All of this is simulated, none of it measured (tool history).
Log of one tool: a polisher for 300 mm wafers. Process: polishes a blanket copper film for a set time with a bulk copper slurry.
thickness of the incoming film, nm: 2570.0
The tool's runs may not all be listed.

| run | hour | flow of slurry (ml/min) | pressure of the wafer on the pad (psi) | speed of the pad under the wafer (cm/s) | abrasive content of the slurry | polishing time (s) | film removed (angstrom) |
|---|---|---|---|---|---|---|---|
| 1 | 0 | 140 | 2.2 | 128 | 1 | 31 | 2513.3 |
| 2 | 4.3 | 175 | 2.2 | 128 | 1 | 31 | 2582.5 |
| 3 | 12.2 | 175 | 2.2 | 128 | 0.9 | 31 | 2489.4 |
| 4 | 14.3 | 150 | 2.2 | 128 | 0.9 | 31 | 2426.3 |
| 5 | 22.5 | 185 | 2.2 | 128 | 0.9 | 31 | 2505 |
| 6 | 26 | 155 | 2.2 | 128 | 0.9 | 31 | 2432.4 |
| 7 | 33.2 | 150 | 2 | 128 | 0.9 | 31 | 2198.1 |

Forecast run 8:
| 8 | 39.1 | 145 | 1.9 | 128 | 0.9 | 31 | ? |

film removed (angstrom): 2098.5

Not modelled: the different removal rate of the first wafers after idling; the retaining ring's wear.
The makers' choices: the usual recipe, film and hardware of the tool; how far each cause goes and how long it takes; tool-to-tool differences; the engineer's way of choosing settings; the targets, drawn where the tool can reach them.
